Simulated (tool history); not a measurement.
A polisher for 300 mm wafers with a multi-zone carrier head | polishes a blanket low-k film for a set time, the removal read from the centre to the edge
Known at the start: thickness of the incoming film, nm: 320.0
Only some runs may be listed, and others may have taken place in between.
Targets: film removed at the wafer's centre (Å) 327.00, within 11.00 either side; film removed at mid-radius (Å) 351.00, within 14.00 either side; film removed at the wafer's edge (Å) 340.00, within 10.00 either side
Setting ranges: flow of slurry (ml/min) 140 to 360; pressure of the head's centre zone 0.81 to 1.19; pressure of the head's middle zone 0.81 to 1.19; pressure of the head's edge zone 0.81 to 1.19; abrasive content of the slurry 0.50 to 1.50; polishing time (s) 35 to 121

run  hour  flow of slurry (ml/min)  pressure of the head's centre zone  pressure of the head's middle zone  pressure of the head's edge zone  abrasive content of the slurry  polishing time (s)  film removed at the wafer's centre (Å)  film removed at mid-radius (Å)  film removed at the wafer's edge (Å)
  1   0.0                      230                                1.00                                1.00                              1.00                            1.00                  78                                  260.78                          260.04                                265.98
  2   6.2                      230                                1.00                                1.00                              1.00                            1.00                  63                                  209.72                          217.13                                212.49
  3   8.1                      235                                1.01                                1.02                              1.03                            1.10                  65                                  228.19                          233.30                                232.76
  4  15.3                      260                                1.01                                1.02                              1.03                            1.10                  65                                  232.22                          235.17                                233.37
  5  18.6                      295                                1.01                                1.02                              1.03                            1.10                  65                                  236.84                          237.48                                238.90
  6  22.6                      295                                1.01                                1.02                              1.03                            1.10                  77                                  283.13                          280.16                                280.24
  7  31.2                      295                                1.01                                1.04                              1.05                            1.15                  77                                  287.11                          290.05                                290.67
  8  39.0                      295                                1.01                                1.06                              1.07                            1.20                  77                                  298.64                          301.12                                294.87
  9  41.2                      295                                1.00                                1.07                              1.08                            1.25                  77                                  294.06                          303.84                                303.86
 10  46.6                      300                                1.00                                1.09                              1.09                            1.30                  77                                  296.59                          314.25                                308.07
 11  50.7                      305                                1.00                                1.10                              1.10                            1.35                  77                                  305.18                          317.96                                317.01
 12  52.3                      310                                1.00                                1.11                              1.11                            1.40                  77                                  306.53                          322.34                                323.62
 13  55.4                      315                                1.00                                1.12                              1.11                            1.40                  77                                  309.88                          336.43                                319.70
 14  60.0                      320                                1.00                                1.12                              1.12                            1.40                  77                                  313.68                          331.36                                324.58
 15  64.6                      320                                1.00                                1.13                              1.13                            1.40                  77                                  309.70                          338.61                                328.08
 16  66.1                      325                                1.01                                1.13                              1.14                            1.40                  77                                  313.50                          330.72                                328.56

Which of these 5 next moves meets every target?
  A  67.6                      320                                0.92                                1.16                              1.07                            1.40                  81                                       ?                               ?                                     ?
  B  67.6                      360                                1.04                                0.98                              1.15                            1.35                  78                                       ?                               ?                                     ?
  C  67.6                      295                                1.08                                1.06                              1.08                            1.50                  72                                       ?                               ?                                     ?
  D  67.6                      350                                1.00                                1.14                              1.12                            1.35                  81                                       ?                               ?                                     ?
  E  67.6                      310                                0.93                                1.12                              1.19                            1.40                  80                                       ?                               ?                                     ?

move  film removed at the wafer's centre (Å)  film removed at mid-radius (Å)  film removed at the wafer's edge (Å)
   A                                  301.79                          350.11                                336.59
   B                                  327.89                          309.19                                334.76
   C                                  320.34                          302.38                                306.58
   D                                  326.66                          344.90                                341.91
   E                                  300.27                          338.59                                350.33
A: brings the last run's worst result on target, with another outside its allowed miss
B: its largest miss is bigger than the last run's
C: its largest miss is bigger than the last run's
D: in spec on every target
E: brings the last run's worst result on target, with another outside its allowed miss
So the answer is move D, the one that meets all the targets.
